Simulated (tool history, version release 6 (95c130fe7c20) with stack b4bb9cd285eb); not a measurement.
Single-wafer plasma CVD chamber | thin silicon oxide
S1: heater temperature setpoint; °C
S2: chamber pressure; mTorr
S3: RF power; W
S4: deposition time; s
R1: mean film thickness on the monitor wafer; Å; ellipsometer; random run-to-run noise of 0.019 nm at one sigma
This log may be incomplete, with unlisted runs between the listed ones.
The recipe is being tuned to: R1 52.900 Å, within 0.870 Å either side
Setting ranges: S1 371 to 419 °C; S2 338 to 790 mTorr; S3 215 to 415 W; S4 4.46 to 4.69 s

run	day	S1	S2	S3	S4	R1
1	0.000	395	564	315	4.69	60.575
2	0.233	395	544	315	4.69	58.746
3	0.583	395	544	300	4.69	57.995
4	0.733	386	544	300	4.69	58.195
5	0.879	386	529	300	4.69	57.016
6	1.200	386	529	300	4.69	56.892
7	1.296	386	518	300	4.69	55.851
8	1.400	386	509	300	4.69	55.104
9	1.646	386	502	300	4.69	54.350
10	1.683	386	498	300	4.69	53.548

Exercise: of the 5 proposed moves below, exactly one satisfies all targets within the stated allowed misses. Which move is it?
A	1.721	390	533	280	4.46	?
B	1.721	392	511	310	4.69	?
C	1.721	393	490	355	4.63	?
D	1.721	387	564	290	4.46	?
E	1.721	390	517	295	4.69	?

move	R1
A	53.102
B	55.608
C	55.317
D	56.703
E	55.328
A: each result inside its tolerance
B: lands further from the targets than the last run did
C: lands further from the targets than the last run did
D: lands further from the targets than the last run did
E: lands further from the targets than the last run did
Correct choice: A, which meets every target

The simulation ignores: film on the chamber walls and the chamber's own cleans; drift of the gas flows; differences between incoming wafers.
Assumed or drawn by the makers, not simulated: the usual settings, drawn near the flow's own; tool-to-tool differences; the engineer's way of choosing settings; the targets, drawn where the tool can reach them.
